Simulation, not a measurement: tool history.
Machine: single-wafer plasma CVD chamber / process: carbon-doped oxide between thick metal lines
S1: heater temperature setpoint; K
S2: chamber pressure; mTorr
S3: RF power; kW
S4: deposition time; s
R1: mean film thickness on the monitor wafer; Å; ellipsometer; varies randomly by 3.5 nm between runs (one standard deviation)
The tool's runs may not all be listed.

| run | hour | S1 | S2 | S3 | S4 | R1 |
|---|---|---|---|---|---|---|
| 1 | 0 | 613.15 | 4480 | 0.425 | 212 | 9436.3 |
| 2 | 2.4 | 613.15 | 4480 | 0.425 | 218 | 9748.4 |
| 3 | 5.4 | 610.15 | 4730 | 0.43 | 218 | 9989.1 |
| 4 | 8.3 | 610.15 | 4730 | 0.39 | 218 | 9371.4 |
| 5 | 9.6 | 607.15 | 4970 | 0.4 | 218 | 9602.8 |
| 6 | 13.2 | 605.15 | 5130 | 0.41 | 218 | 10004 |
| 7 | 14.4 | 603.15 | 5310 | 0.41 | 218 | 10083 |

The next listed run, before its measurement:
| 8 | 20.4 | 601.15 | 5470 | 0.415 | 218 | ? |

R1: 10233 Å

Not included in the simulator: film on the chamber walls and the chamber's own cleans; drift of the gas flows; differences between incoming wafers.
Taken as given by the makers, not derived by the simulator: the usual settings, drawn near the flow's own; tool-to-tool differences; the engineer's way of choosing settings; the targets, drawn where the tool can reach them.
